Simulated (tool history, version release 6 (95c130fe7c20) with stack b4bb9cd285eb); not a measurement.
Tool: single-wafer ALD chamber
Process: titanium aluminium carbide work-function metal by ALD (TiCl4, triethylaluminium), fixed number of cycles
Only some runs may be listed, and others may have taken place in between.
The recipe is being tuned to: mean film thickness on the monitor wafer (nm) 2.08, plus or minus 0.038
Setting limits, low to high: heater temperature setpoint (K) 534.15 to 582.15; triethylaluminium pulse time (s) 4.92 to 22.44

| run | day | heater temperature setpoint (K) | triethylaluminium pulse time (s) | mean film thickness on the monitor wafer (nm) |
|---|---|---|---|---|
| 1 | 0 | 558.15 | 13.68 | 1.885 |
| 2 | 0.292 | 564.15 | 13.68 | 1.9366 |
| 3 | 0.504 | 567.15 | 13.97 | 1.9684 |
| 4 | 0.662 | 569.15 | 14.18 | 1.967 |
| 5 | 0.883 | 569.15 | 15.77 | 2.0066 |
| 6 | 1.162 | 569.15 | 19.24 | 2.0063 |
| 7 | 1.417 | 571.15 | 19.34 | 2.0112 |
| 8 | 1.671 | 573.15 | 19.4 | 2.0254 |

Which one of the following 5 next-run settings gets every result inside its allowed miss? There is exactly one.
| A | 1.925 | 578.15 | 15.66 | ? |
| B | 1.925 | 571.15 | 19.66 | ? |
| C | 1.925 | 568.15 | 18.33 | ? |
| D | 1.925 | 570.15 | 17.63 | ? |
| E | 1.925 | 570.15 | 20.32 | ? |

| move | mean film thickness on the monitor wafer (nm) |
|---|---|
| A | 2.0769 |
| B | 2.021 |
| C | 1.9926 |
| D | 2.0094 |
| E | 2.0126 |
A: all results in spec
B: lands further from the targets than the last run did
C: lands further from the targets than the last run did
D: lands further from the targets than the last run did
E: lands further from the targets than the last run did
Move A is the one to make.
